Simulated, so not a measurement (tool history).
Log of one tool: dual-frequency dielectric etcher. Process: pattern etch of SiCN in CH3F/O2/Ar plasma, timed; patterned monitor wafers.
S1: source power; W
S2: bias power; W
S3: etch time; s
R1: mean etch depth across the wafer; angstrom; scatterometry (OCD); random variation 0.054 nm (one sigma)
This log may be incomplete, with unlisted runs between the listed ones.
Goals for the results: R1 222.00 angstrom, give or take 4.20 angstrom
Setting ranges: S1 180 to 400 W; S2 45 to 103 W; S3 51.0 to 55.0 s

run	hour	S1	S2	S3	R1
1	0.0	290	74	55.0	195.72
2	0.7	290	74	51.0	181.40
3	4.8	290	74	51.0	181.19
4	5.4	310	78	51.0	188.03
5	7.3	330	84	51.5	197.29
6	8.0	290	84	51.5	188.59
7	14.5	310	88	52.0	197.53
8	22.6	330	91	52.0	204.02
9	24.7	340	93	52.0	207.13
10	27.8	350	94	52.0	210.34
11	30.1	360	95	52.0	212.52
12	33.5	370	96	52.0	214.88

Consider the 5 candidate settings below. Which is the only one whose results all fall within their allowed miss of target?
A	36.9	370	100	53.0	?
B	36.9	340	97	52.0	?
C	36.9	360	69	53.5	?
D	36.9	380	92	51.0	?
E	36.9	350	102	52.0	?

move	R1
A	221.71
B	209.12
C	204.32
D	211.38
E	213.99
A: every result within its allowed miss
B: misses by more than the last run did
C: misses by more than the last run did
D: misses by more than the last run did
E: misses by more than the last run did
A is the move that brings every result within its allowed miss.
